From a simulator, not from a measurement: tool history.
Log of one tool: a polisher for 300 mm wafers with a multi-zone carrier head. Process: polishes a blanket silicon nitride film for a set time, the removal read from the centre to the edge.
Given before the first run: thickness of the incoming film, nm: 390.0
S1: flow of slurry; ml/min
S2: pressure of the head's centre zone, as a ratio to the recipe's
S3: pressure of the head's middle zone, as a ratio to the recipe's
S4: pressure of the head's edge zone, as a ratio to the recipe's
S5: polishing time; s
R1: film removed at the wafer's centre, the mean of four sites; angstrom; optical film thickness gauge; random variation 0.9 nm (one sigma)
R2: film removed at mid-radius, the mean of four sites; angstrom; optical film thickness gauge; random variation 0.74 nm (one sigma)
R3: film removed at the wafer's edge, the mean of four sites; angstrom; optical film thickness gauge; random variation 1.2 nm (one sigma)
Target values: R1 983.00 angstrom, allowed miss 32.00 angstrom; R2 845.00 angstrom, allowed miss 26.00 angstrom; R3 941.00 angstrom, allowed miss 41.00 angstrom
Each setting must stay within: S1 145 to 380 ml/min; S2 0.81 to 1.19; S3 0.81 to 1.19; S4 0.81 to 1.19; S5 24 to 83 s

run  hour   S1    S2    S3    S4  S5       R1       R2       R3
  1   0.0  245  1.00  1.00  1.00  53  1034.20  1086.90  1039.30
  2   5.2  210  1.00  1.00  1.00  53   974.68  1034.70  1018.90
  3   8.3  205  1.01  0.98  0.99  53   996.40  1039.20  1014.30
  4  16.1  225  1.01  0.98  0.99  53  1015.40  1056.60  1029.60
  5  21.3  225  1.01  0.95  0.99  53  1016.00  1023.80  1041.40
  6  30.2  225  1.01  0.95  0.93  53  1021.40  1027.10   972.69
  7  34.1  215  1.02  0.93  0.93  53  1011.30   991.57  1007.80
  8  42.5  240  1.09  0.84  0.85  48   998.18   835.58   878.99
  9  50.7  240  1.09  0.84  0.86  48  1012.30   850.05   867.85
 10  57.0  235  1.08  0.84  0.88  48   994.92   839.32   857.90

Exercise: of the 4 proposed moves below, exactly one satisfies all targets within the stated allowed misses. Which move is it?
  A  63.3  145  1.13  0.81  0.86  55   ?   ?   ?
  B  63.3  180  1.05  0.82  0.90  56   ?   ?   ?
  C  63.3  275  1.19  0.95  0.86  43   ?   ?   ?
  D  63.3  195  1.02  0.81  0.90  52   ?   ?   ?

move       R1      R2      R3
   A  1076.80  860.89  925.80
   B  1074.00  928.31  995.41
   C  1004.30  856.57  783.31
   D   984.31  865.95  934.30
A: corrects the largest miss of the last run, while another result sits out of spec
B: takes the result that was furthest off past its target
C: the biggest miss grows against the last run
D: every result lands within tolerance
Move D is the one to make.
